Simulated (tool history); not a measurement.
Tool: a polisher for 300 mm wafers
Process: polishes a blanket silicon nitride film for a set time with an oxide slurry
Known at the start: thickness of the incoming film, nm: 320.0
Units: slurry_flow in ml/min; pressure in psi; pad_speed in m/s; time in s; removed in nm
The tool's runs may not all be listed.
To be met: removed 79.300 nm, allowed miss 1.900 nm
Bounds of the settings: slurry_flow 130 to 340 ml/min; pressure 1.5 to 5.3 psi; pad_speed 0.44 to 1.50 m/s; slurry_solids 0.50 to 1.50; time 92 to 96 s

| run | hour | slurry_flow | pressure | pad_speed | slurry_solids | time | removed |
|---|---|---|---|---|---|---|---|
| 1 | 0.0 | 220 | 3.4 | 0.96 | 1.00 | 92 | 60.295 |
| 2 | 8.6 | 225 | 3.5 | 0.96 | 1.00 | 92 | 62.856 |
| 3 | 13.8 | 225 | 3.5 | 0.96 | 1.00 | 92 | 62.141 |
| 4 | 16.1 | 225 | 3.5 | 0.96 | 1.20 | 92 | 68.558 |
| 5 | 19.3 | 225 | 3.9 | 0.96 | 1.20 | 92 | 74.699 |
| 6 | 25.2 | 230 | 3.9 | 0.96 | 1.20 | 92 | 75.690 |
| 7 | 26.3 | 235 | 3.9 | 0.96 | 1.20 | 92 | 75.013 |
| 8 | 29.5 | 235 | 4.0 | 0.96 | 1.20 | 92 | 77.075 |

5 next moves are on the table. One of them brings every result within its allowed miss. Which?
| A | 32.7 | 245 | 4.0 | 1.04 | 1.05 | 93 | ? |
| B | 32.7 | 260 | 3.5 | 0.92 | 1.35 | 96 | ? |
| C | 32.7 | 270 | 3.3 | 1.06 | 1.20 | 96 | ? |
| D | 32.7 | 250 | 4.0 | 0.92 | 1.20 | 92 | ? |
| E | 32.7 | 240 | 4.0 | 0.90 | 1.15 | 93 | ? |

| move | removed |
|---|---|
| A | 78.184 |
| B | 73.105 |
| C | 74.262 |
| D | 74.764 |
| E | 72.511 |
A: meets every target
B: further off than the last run
C: further off than the last run
D: further off than the last run
E: further off than the last run
Answer: A

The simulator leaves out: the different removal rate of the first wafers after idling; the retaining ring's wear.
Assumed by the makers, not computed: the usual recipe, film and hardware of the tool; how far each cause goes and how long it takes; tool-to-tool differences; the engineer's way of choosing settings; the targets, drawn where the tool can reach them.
